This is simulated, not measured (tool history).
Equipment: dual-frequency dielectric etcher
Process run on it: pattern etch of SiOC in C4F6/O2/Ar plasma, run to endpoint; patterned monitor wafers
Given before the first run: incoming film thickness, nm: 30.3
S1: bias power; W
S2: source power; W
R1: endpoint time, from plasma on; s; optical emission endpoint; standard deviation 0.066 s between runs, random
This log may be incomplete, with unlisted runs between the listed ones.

run    day   S1   S2      R1
  1  0.000  580  250  11.628
  2  0.212  580  230  11.847
  3  0.550  542  220  12.267
  4  0.783  512  210  12.776
  5  0.854  493  210  12.967
  6  1.062  478  210  13.047
  7  1.275  463  210  13.388

Run 8 has not been measured yet. What should we expect?
  8  1.462  456  210   ?

{"run 8": {"R1": 13.279}}
